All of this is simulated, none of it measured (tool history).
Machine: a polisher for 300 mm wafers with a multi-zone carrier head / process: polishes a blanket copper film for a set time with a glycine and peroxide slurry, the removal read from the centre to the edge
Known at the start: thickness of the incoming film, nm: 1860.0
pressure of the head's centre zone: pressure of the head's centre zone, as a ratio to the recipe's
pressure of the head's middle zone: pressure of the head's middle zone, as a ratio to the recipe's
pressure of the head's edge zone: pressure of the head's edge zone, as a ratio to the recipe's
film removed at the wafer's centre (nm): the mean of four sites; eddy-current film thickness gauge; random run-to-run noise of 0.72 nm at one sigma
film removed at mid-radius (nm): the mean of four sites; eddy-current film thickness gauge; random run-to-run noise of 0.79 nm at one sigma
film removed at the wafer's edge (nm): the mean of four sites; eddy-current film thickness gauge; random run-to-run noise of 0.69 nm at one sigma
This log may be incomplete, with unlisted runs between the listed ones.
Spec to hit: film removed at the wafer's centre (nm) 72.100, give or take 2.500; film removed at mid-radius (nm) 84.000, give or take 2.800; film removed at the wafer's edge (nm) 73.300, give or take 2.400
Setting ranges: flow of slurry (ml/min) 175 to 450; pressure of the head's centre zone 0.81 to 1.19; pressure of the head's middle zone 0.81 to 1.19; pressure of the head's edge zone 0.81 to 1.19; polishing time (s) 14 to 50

run,hour,flow of slurry (ml/min),pressure of the head's centre zone,pressure of the head's middle zone,pressure of the head's edge zone,polishing time (s),film removed at the wafer's centre (nm),film removed at mid-radius (nm),film removed at the wafer's edge (nm)
1,0.0,290,1.00,1.00,1.00,32,123.160,120.600,119.000
2,0.6,230,1.00,1.00,1.00,32,118.080,118.540,120.240
3,7.5,250,0.97,1.01,0.96,28,102.410,106.070,103.070
4,8.9,250,0.91,1.01,0.96,28,98.215,105.020,102.750
5,13.4,255,0.89,1.02,0.93,26,90.785,98.316,93.479
6,20.9,255,0.89,1.06,0.93,26,90.044,101.960,94.091
7,24.2,255,0.86,1.06,0.83,19,64.448,74.418,64.846
8,31.2,265,0.87,1.08,0.86,19,63.179,77.215,66.789
9,36.6,265,0.90,1.08,0.87,19,66.206,76.537,66.813
10,39.2,265,0.91,1.09,0.89,19,65.942,76.306,66.551
11,42.6,265,0.92,1.10,0.91,19,67.454,77.702,67.879
12,45.2,265,0.93,1.11,0.93,19,68.031,79.095,67.590
13,50.3,265,0.93,1.11,0.95,19,68.550,77.563,69.262
14,58.1,310,0.94,1.19,0.99,20,72.915,86.906,74.490

Which of these 4 next moves meets every target?
A,65.9,380,0.93,1.09,1.12,19,?,?,?
B,65.9,280,0.92,1.12,0.94,20,?,?,?
C,65.9,280,0.88,1.13,1.00,21,?,?,?
D,65.9,315,0.94,1.19,0.92,20,?,?,?

move,film removed at the wafer's centre (nm),film removed at mid-radius (nm),film removed at the wafer's edge (nm)
A,69.850,78.538,77.071
B,70.960,82.531,73.011
C,72.125,87.326,78.943
D,72.969,87.855,72.793
A: carries the result that was furthest off beyond its target, to the other side
B: every result lands within tolerance
C: lands further from the targets than the last run did
D: lands further from the targets than the last run did
The move that meets every target is B.
